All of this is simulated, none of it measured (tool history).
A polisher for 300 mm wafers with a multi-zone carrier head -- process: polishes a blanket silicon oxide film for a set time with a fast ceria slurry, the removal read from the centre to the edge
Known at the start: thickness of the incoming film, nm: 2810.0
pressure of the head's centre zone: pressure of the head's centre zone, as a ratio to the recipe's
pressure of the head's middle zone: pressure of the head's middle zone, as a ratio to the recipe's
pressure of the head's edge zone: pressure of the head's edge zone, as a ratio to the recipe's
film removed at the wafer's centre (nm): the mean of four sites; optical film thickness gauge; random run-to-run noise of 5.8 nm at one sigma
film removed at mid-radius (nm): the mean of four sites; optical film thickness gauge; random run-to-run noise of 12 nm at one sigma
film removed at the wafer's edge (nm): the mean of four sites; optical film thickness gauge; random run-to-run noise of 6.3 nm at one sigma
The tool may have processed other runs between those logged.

run,hour,flow of slurry (ml/min),pressure of the head's centre zone,pressure of the head's middle zone,pressure of the head's edge zone,polishing time (s),film removed at the wafer's centre (nm),film removed at mid-radius (nm),film removed at the wafer's edge (nm)
1,0.0,305,1.00,1.00,1.00,51,862.66,846.12,853.16
2,2.2,310,1.00,1.02,1.02,51,864.58,878.91,860.15
3,9.7,310,1.00,1.02,1.02,62,1061.30,1057.60,1038.90
4,18.0,305,0.99,1.02,1.01,62,1034.90,1063.50,1042.80
5,24.7,305,0.99,1.02,0.95,62,1037.80,1082.60,1018.10
6,25.5,305,0.99,1.07,0.95,62,1044.50,1097.70,1014.30

What will run 7 give?
7,27.7,300,0.98,1.06,0.95,62,?,?,?

film removed at the wafer's centre (nm): 1028.10
film removed at mid-radius (nm): 1103.10
film removed at the wafer's edge (nm): 997.09

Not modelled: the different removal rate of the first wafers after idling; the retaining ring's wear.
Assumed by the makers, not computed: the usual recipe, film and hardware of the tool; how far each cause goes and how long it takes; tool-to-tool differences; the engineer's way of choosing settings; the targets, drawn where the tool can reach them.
